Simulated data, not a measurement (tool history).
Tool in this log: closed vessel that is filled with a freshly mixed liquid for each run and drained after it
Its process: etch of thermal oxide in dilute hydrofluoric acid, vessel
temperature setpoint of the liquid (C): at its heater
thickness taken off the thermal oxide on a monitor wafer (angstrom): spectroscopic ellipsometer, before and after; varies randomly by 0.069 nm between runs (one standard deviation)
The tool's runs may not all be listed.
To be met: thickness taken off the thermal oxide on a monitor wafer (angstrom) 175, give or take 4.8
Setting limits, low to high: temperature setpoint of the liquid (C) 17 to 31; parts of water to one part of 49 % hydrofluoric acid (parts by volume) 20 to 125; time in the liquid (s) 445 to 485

run    day  temperature setpoint of the liquid (C)  parts of water to one part of 49 % hydrofluoric acid (parts by volume)  time in the liquid (s)  thickness taken off the thermal oxide on a monitor wafer (angstrom)
  1      0                                      23                                                                      70                     445                                                               307.27
  2  0.312                                      23                                                                      60                     445                                                               358.45
  3  0.475                                      22                                                                      65                     445                                                               316.01
  4  0.508                                      22                                                                      50                     445                                                               417.97
  5  0.717                                      21                                                                      60                     445                                                               330.76
  6  0.917                                      21                                                                      45                     445                                                               448.24
  7  1.279                                      20                                                                      55                     445                                                               346.59
  8  1.421                                    19.5                                                                      60                     445                                                               311.14
  9  1.471                                      17                                                                      90                     445                                                               179.75
 10  1.542                                      17                                                                      90                     445                                                               181.01
 11  1.858                                      17                                                                      95                     445                                                               169.42
 12  2.212                                      17                                                                      95                     445                                                               170.18

5 candidate next runs follow, results not yet known. Just one meets every target within its allowed miss. Identify it.
  A  2.567                                      18                                                                     105                     460                                                                    ?
  B  2.567                                      17                                                                     100                     460                                                                    ?
  C  2.567                                      18                                                                     100                     470                                                                    ?
  D  2.567                                      17                                                                     105                     470                                                                    ?
  E  2.567                                      17                                                                     100                     450                                                                    ?

move  thickness taken off the thermal oxide on a monitor wafer (angstrom)
   A                                                               163.47
   B                                                               165.46
   C                                                               176.31
   D                                                               160.18
   E                                                               161.87
A: its largest miss is bigger than the last run's
B: its largest miss is bigger than the last run's
C: each result inside its tolerance
D: its largest miss is bigger than the last run's
E: its largest miss is bigger than the last run's
Answer: C

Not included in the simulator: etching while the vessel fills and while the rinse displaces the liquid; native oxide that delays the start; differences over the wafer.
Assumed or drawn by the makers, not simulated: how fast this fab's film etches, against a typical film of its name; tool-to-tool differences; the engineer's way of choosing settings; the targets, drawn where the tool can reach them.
